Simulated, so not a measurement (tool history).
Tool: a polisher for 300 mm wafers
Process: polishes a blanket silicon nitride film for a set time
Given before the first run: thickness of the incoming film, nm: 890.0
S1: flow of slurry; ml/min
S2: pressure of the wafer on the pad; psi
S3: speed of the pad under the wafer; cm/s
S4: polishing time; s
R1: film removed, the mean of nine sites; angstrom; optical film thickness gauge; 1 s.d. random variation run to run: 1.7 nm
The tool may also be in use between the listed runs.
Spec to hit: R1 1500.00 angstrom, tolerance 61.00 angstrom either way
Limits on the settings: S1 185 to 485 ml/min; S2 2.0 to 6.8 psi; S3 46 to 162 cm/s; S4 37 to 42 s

| run | hour | S1 | S2 | S3 | S4 | R1 |
|---|---|---|---|---|---|---|
| 1 | 0.0 | 310 | 4.4 | 104 | 42 | 960.43 |
| 2 | 7.7 | 310 | 3.6 | 104 | 42 | 811.64 |
| 3 | 13.3 | 310 | 3.6 | 94 | 42 | 739.55 |
| 4 | 15.3 | 375 | 3.6 | 94 | 42 | 742.92 |
| 5 | 17.4 | 375 | 3.6 | 118 | 42 | 905.69 |
|  | 21.4 | slurry nozzle cleaned |
| 6 | 21.4 | 375 | 3.6 | 118 | 42 | 931.49 |
| 7 | 22.5 | 375 | 4.2 | 118 | 42 | 1066.20 |
| 8 | 25.9 | 375 | 4.6 | 118 | 42 | 1146.10 |
| 9 | 34.5 | 375 | 4.9 | 118 | 42 | 1220.40 |
| 10 | 36.2 | 375 | 5.1 | 118 | 42 | 1288.30 |

Consider the 4 candidate settings below. Which is the only one whose results all fall within their allowed miss of target?
| A | 37.9 | 375 | 6.2 | 82 | 42 | ? |
| B | 37.9 | 310 | 4.4 | 136 | 41 | ? |
| C | 37.9 | 370 | 5.0 | 116 | 40 | ? |
| D | 37.9 | 375 | 5.6 | 126 | 42 | ? |

| move | R1 |
|---|---|
| A | 1174.10 |
| B | 1208.10 |
| C | 1189.60 |
| D | 1489.40 |
A: further off than the last run
B: further off than the last run
C: further off than the last run
D: meets every target
The right move is D.
